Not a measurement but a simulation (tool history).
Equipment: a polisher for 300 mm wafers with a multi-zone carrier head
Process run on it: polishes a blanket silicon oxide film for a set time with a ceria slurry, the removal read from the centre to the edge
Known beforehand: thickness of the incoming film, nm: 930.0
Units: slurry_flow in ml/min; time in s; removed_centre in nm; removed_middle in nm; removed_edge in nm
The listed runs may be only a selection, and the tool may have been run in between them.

run	hour	slurry_flow	centre_zone	middle_zone	edge_zone	time	removed_centre	removed_middle	removed_edge
1	0	195	1	1	1	78	226.26	217.18	223.83
2	6	195	1	0.95	1	78	226.42	205.35	222.11
3	8.6	195	1	0.91	1	78	225.59	201.09	222.02
4	15	225	1	0.91	1	78	229.82	205.9	226.47
5	22.4	225	1.01	0.91	1.02	81	236.42	212.99	239.22
6	26.5	225	1.04	0.91	1.02	81	246.57	210.29	239.04

Forecast run 7:
7	35.3	230	1.05	0.93	1.04	83	?	?	?

{"run 7": {"removed_centre": 258.69, "removed_middle": 222.43, "removed_edge": 243.65}}
